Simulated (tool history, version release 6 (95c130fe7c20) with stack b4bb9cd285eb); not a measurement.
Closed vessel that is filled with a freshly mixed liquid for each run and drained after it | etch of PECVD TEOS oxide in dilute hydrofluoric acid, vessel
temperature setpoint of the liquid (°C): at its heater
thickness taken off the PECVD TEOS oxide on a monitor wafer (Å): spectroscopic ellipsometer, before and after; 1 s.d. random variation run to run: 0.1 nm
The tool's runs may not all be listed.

run    day  temperature setpoint of the liquid (°C)  parts of water to one part of 49 % hydrofluoric acid (parts by volume)  time in the liquid (s)  thickness taken off the PECVD TEOS oxide on a monitor wafer (Å)
  1  0.000                                     26.0                                                                     115                     140                                                           279.17
  2  0.171                                     26.0                                                                      75                     140                                                           448.05
  3  0.346                                     24.0                                                                      80                     140                                                           387.55
  4  0.592                                     26.0                                                                      80                     140                                                           419.72
  5  0.775                                     24.0                                                                      85                     140                                                           360.48
  6  1.088                                     22.5                                                                      90                     140                                                           320.98
  7  1.262                                     21.5                                                                      90                     140                                                           306.78
  8  1.488                                     20.5                                                                      90                     140                                                           292.63
  9  1.729                                     20.0                                                                      90                     140                                                           291.29
 10  2.038                                     19.5                                                                      90                     140                                                           283.33
 11  2.167                                     19.0                                                                      90                     140                                                           278.30

For run 12, what comes out?
 12  2.338                                     18.5                                                                      90                     140                                                                ?

thickness taken off the PECVD TEOS oxide on a monitor wafer (Å): 272.89
